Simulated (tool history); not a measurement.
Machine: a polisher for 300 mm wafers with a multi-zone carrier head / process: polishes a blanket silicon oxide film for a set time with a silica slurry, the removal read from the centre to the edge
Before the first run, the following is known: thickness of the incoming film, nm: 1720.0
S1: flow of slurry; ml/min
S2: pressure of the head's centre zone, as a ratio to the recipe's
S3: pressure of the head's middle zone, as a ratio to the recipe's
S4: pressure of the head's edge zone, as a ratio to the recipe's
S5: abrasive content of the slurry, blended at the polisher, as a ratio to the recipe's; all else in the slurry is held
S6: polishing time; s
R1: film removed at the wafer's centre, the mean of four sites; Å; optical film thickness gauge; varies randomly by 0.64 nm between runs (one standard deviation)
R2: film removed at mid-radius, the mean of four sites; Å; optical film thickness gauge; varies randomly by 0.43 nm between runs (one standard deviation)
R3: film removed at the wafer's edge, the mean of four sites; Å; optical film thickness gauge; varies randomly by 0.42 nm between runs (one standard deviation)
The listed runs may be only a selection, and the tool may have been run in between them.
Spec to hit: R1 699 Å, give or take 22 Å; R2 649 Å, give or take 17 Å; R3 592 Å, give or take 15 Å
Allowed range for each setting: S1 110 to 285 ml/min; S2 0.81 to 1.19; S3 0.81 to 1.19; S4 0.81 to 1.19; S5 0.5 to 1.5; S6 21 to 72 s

run,hour,S1,S2,S3,S4,S5,S6,R1,R2,R3
1,0,180,1,1,1,1,46,1071.7,1195.1,1218.6
2,3.7,185,1.03,1,0.97,0.9,43,984.34,1056.2,1023.9
3,5.7,185,1.03,1,0.97,0.9,34,783.71,825.84,816.78
4,14.4,185,1.03,1,0.97,0.9,40,884.2,977.46,977.41
5,18.3,185,1.08,1,0.97,0.9,40,954.3,980.64,971.17
6,27.2,205,1.08,1,0.97,0.9,40,977.8,1001.2,965.49
7,30,255,1.1,0.91,0.87,0.65,27,531.68,498.32,491.94
8,38.9,260,1.12,0.93,0.88,0.65,27,540.14,501.39,504.06
9,41.5,255,1.13,0.95,0.87,0.7,27,586.02,542.42,525.66
10,42.2,255,1.14,0.97,0.87,0.7,27,577.01,560.37,534.72
11,48.9,255,1.15,0.97,0.86,0.75,27,622.71,591.44,552.81
12,50.1,255,1.16,0.97,0.86,0.75,27,625.97,591.22,555.63
13,56.7,255,1.17,0.97,0.86,0.75,27,628.39,585.92,561.6
14,59.6,255,1.17,0.97,0.86,0.75,27,631.75,589.98,558.99
15,60.3,260,1.17,0.97,0.85,0.75,27,628.38,588.5,552.39
# hour 62.4: centre zone pressure recalibrated
16,62.4,265,1.18,0.97,0.84,0.8,27,741.85,617.6,584.53

Exactly one of the 5 candidate moves below puts every result within its allowed miss. Which one?
A,64.5,240,1.12,1.05,0.91,0.8,27,?,?,?
B,64.5,225,1.19,1,0.97,0.7,31,?,?,?
C,64.5,285,1.15,0.96,0.89,0.8,27,?,?,?
D,64.5,270,1.17,0.98,0.81,0.85,27,?,?,?
E,64.5,285,1.19,1.03,0.88,0.9,25,?,?,?

move,R1,R2,R3
A,690.11,654.22,597.13
B,751.83,645.68,632.79
C,721.97,620.37,599.47
D,762.72,654.8,597.65
E,751,658.34,598.58
A: all results land within tolerance of their targets
B: moves away from the targets compared with the last run
C: an improvement on the last run, though not all results are within tolerance
D: moves away from the targets compared with the last run
E: moves away from the targets compared with the last run
The move that meets every target is A.
